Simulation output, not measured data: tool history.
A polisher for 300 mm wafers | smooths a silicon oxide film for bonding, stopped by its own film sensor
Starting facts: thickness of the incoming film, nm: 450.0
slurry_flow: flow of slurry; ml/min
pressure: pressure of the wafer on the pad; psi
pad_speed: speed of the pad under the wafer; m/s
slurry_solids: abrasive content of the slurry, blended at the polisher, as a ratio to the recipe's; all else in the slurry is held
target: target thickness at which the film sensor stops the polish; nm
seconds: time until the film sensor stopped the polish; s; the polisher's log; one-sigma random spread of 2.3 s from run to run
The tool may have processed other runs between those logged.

run    day  slurry_flow  pressure  pad_speed  slurry_solids  target  seconds
  1      0          155       2.4       1.02              1     364   123.02
  2  0.204          155       2.4       1.02              1     364   123.66
  3  0.433          155         2       1.02              1     364   136.12
  4  0.588          155         2       1.02            1.2     364   127.07
  5  0.621          150       1.7       0.94            1.2     364   150.53
  6   0.85          150       1.7       0.78            1.2     364   172.74
  7  1.062          145       1.5       0.78            1.2     364   186.11

For run 8, what comes out?
  8  1.108          140       1.1       0.76            1.2     364        ?

{"run 8": {"seconds": 225.31}}
